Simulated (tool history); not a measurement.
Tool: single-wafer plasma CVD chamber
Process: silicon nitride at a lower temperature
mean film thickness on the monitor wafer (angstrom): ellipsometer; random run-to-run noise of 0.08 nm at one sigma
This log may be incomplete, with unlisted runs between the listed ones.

run,hour,heater temperature setpoint (°C),chamber pressure (Pa),RF power (W),deposition time (s),mean film thickness on the monitor wafer (angstrom)
1,0,355,165,345,17.7,231.33
2,3.9,355,180,345,17.7,236.89
3,9,355,156,345,17.7,228.32
4,11.3,364,156,345,17.7,227.2
5,19.2,364,181,345,17.7,234.98
6,23.3,364,181,345,17.7,234.54
7,26.4,364,181,345,17.7,234.41

Run 8 is up next; what results do you expect?
8,34.6,364,187,355,17.7,?

{"run 8": {"mean film thickness on the monitor wafer (angstrom)": 240.2}}
